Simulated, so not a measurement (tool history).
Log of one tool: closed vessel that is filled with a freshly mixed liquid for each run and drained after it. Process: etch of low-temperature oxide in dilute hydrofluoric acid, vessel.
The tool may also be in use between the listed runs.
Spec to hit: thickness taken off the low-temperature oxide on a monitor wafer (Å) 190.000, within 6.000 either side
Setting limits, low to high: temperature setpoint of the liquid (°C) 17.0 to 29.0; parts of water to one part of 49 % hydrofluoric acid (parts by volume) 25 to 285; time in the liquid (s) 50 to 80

run,day,temperature setpoint of the liquid (°C),parts of water to one part of 49 % hydrofluoric acid (parts by volume),time in the liquid (s),thickness taken off the low-temperature oxide on a monitor wafer (Å)
1,0.000,21.0,155,80,100.200
2,0.071,22.5,155,80,107.260
3,0.438,23.0,150,80,114.350
4,0.712,23.0,150,50,71.532
5,0.771,22.5,135,50,78.182
6,0.975,22.5,135,80,126.140
7,1.246,23.0,130,80,132.930
8,1.438,23.5,130,80,136.540
9,1.538,24.0,130,80,138.020
10,1.692,24.5,130,80,142.990
11,1.983,25.0,130,80,147.210
12,2.083,25.5,130,80,147.430
13,2.358,29.0,105,80,216.580
14,2.471,27.5,105,80,205.290
15,2.850,26.5,105,80,198.070

Exactly one of the 5 candidate moves below puts every result within its allowed miss. Which one?
A,3.229,27.0,105,75,?
B,3.229,27.0,110,75,?
C,3.229,24.5,70,50,?
D,3.229,29.0,105,80,?
E,3.229,26.5,95,65,?

move,thickness taken off the low-temperature oxide on a monitor wafer (Å)
A,187.280
B,177.610
C,177.660
D,215.560
E,178.290
A: every result lands within tolerance
B: carries the result that was furthest off beyond its target, to the other side
C: carries the result that was furthest off beyond its target, to the other side
D: the biggest miss grows against the last run
E: carries the result that was furthest off beyond its target, to the other side
The move that meets every target is A.
